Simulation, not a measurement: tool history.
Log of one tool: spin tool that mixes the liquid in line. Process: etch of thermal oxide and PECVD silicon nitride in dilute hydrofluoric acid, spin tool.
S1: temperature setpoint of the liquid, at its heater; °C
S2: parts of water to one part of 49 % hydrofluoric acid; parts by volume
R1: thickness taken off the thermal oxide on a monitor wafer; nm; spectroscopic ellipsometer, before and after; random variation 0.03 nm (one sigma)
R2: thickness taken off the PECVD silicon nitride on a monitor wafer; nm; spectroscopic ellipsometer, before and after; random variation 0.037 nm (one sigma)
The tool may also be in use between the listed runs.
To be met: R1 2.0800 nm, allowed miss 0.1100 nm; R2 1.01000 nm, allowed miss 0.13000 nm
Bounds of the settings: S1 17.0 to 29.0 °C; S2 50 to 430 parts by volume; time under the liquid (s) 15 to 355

run 1 hour=0.0 | S1=21.0 S2=240 time_under_the_liquid_(s)=180 | R1=2.7493 R2=1.19680
run 2 hour=3.1 | S1=21.0 S2=245 time_under_the_liquid_(s)=180 | R1=2.6628 R2=1.14200
run 3 hour=8.8 | S1=21.0 S2=175 time_under_the_liquid_(s)=180 | R1=4.0165 R2=1.58550
run 4 hour=16.1 | S1=21.0 S2=235 time_under_the_liquid_(s)=180 | R1=2.8189 R2=1.13640
run 5 hour=23.3 | S1=21.5 S2=245 time_under_the_liquid_(s)=180 | R1=2.7313 R2=1.20670
run 6 hour=30.2 | S1=21.5 S2=210 time_under_the_liquid_(s)=180 | R1=3.3246 R2=1.29500
run 7 hour=33.5 | S1=21.0 S2=215 time_under_the_liquid_(s)=180 | R1=3.0313 R2=1.21440
run 8 hour=40.3 | S1=21.0 S2=225 time_under_the_liquid_(s)=185 | R1=3.0638 R2=1.25170
run 9 hour=43.0 | S1=21.0 S2=235 time_under_the_liquid_(s)=185 | R1=2.9040 R2=1.20200
run 10 hour=44.7 | S1=21.0 S2=245 time_under_the_liquid_(s)=185 | R1=2.7528 R2=1.13750
run 11 hour=45.5 | S1=21.5 S2=250 time_under_the_liquid_(s)=185 | R1=2.7219 R2=1.08640
run 12 hour=50.1 | S1=21.0 S2=250 time_under_the_liquid_(s)=185 | R1=2.7082 R2=1.11900
run 13 hour=52.0 | S1=21.5 S2=255 time_under_the_liquid_(s)=185 | R1=2.7169 R2=1.12070
run 14 hour=59.8 | S1=21.0 S2=255 time_under_the_liquid_(s)=185 | R1=2.5760 R2=1.03990
run 15 hour=66.8 | S1=21.5 S2=260 time_under_the_liquid_(s)=185 | R1=2.6319 R2=1.06450
run 16 hour=73.2 | S1=21.0 S2=260 time_under_the_liquid_(s)=185 | R1=2.6022 R2=1.03240
run 17 hour=79.0 | S1=21.5 S2=265 time_under_the_liquid_(s)=185 | R1=2.5825 R2=1.09580
run 18 hour=84.9 | S1=21.5 S2=270 time_under_the_liquid_(s)=185 | R1=2.4717 R2=1.06140
run 19 hour=85.9 | S1=21.5 S2=275 time_under_the_liquid_(s)=185 | R1=2.4082 R2=1.09420
run 20 hour=92.2 | S1=21.5 S2=280 time_under_the_liquid_(s)=185 | R1=2.3497 R2=1.01110
run 21 hour=96.1 | S1=21.5 S2=285 time_under_the_liquid_(s)=185 | R1=2.3036 R2=0.95736

4 next moves are on the table. One of them brings every result within its allowed miss. Which?
run A hour=100.0 | S1=24.0 S2=320 time_under_the_liquid_(s)=175 | R1=? R2=?
run B hour=100.0 | S1=23.5 S2=180 time_under_the_liquid_(s)=115 | R1=? R2=?
run C hour=100.0 | S1=22.0 S2=235 time_under_the_liquid_(s)=165 | R1=? R2=?
run D hour=100.0 | S1=29.0 S2=250 time_under_the_liquid_(s)=100 | R1=? R2=?

move=A R1=2.0611 R2=1.05260
move=B R1=2.7269 R2=1.18440
move=C R1=2.6765 R2=1.18790
move=D R1=1.9219 R2=1.03990
A: meets every target
B: further off than the last run
C: further off than the last run
D: takes the result that was furthest off past its target
Answer: A

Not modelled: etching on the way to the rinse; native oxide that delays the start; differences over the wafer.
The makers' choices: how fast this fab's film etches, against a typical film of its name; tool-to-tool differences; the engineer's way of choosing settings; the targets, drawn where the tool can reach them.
